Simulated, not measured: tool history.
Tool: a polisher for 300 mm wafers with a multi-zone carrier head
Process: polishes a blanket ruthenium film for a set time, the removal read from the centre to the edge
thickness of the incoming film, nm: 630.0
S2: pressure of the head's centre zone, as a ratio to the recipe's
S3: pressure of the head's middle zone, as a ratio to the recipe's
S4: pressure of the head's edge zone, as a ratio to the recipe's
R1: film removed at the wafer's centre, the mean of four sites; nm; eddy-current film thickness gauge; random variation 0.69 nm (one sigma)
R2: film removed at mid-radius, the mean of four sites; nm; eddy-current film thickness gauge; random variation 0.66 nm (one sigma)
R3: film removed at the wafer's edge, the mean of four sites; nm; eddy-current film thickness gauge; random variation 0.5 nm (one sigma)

{"run": 1, "hour": 0.0, "flow of slurry (ml/min)": 130, "S2": 1, "S3": 1, "S4": 1, "polishing time (s)": 48, "R1": 46.944, "R2": 47.661, "R3": 47.38}
{"run": 2, "hour": 0.8, "flow of slurry (ml/min)": 140, "S2": 1, "S3": 1.01, "S4": 1.05, "polishing time (s)": 51, "R1": 51.989, "R2": 51.767, "R3": 52.141}
{"run": 3, "hour": 5.2, "flow of slurry (ml/min)": 170, "S2": 1, "S3": 1.01, "S4": 1.05, "polishing time (s)": 51, "R1": 52.976, "R2": 53.501, "R3": 53.515}
{"run": 4, "hour": 14.1, "flow of slurry (ml/min)": 170, "S2": 1, "S3": 1.09, "S4": 1.05, "polishing time (s)": 51, "R1": 52.574, "R2": 57.184, "R3": 54.242}
{"run": 5, "hour": 20.9, "flow of slurry (ml/min)": 170, "S2": 1, "S3": 1.02, "S4": 1.05, "polishing time (s)": 51, "R1": 54.137, "R2": 55.33, "R3": 54.012}
{"run": 6, "hour": 22.5, "flow of slurry (ml/min)": 170, "S2": 0.99, "S3": 1.02, "S4": 1.09, "polishing time (s)": 53, "R1": 54.793, "R2": 55.19, "R3": 56.376}
{"run": 7, "hour": 23.6, "flow of slurry (ml/min)": 175, "S2": 0.99, "S3": 1.04, "S4": 1.11, "polishing time (s)": 55, "R1": 57.175, "R2": 60.662, "R3": 59.985}
{"run": 8, "hour": 29.0, "flow of slurry (ml/min)": 180, "S2": 0.99, "S3": 1.03, "S4": 1.13, "polishing time (s)": 56, "R1": 58.858, "R2": 61.258, "R3": 61.222}

Run 9 comes next. What will it give?
{"run": 9, "hour": 32.1, "flow of slurry (ml/min)": 180, "S2": 0.98, "S3": 1.02, "S4": 1.15, "polishing time (s)": 57, "R1": "?", "R2": "?", "R3": "?"}

{"run 9": {"R1": 58.047, "R2": 59.891, "R3": 62.816}}
